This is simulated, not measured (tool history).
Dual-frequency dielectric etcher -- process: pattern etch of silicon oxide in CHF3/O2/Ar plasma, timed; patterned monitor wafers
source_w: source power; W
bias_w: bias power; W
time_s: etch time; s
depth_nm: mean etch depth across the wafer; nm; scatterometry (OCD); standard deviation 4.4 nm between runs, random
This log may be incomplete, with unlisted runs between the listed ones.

run	hour	source_w	bias_w	time_s	depth_nm
1	0	460	209	350.5	676.66
2	5.5	540	209	350.5	716.48
3	9.2	540	209	319.5	650.26
4	12.4	540	240	319.5	671.41
5	18.1	550	243	323	688.79
6	24.8	560	247	324.5	699
7	33.8	570	250	326	708.69

Predict the results of run 8:
8	37.2	580	252	327	?

Logged for run 8: depth_nm 711.26 nm.
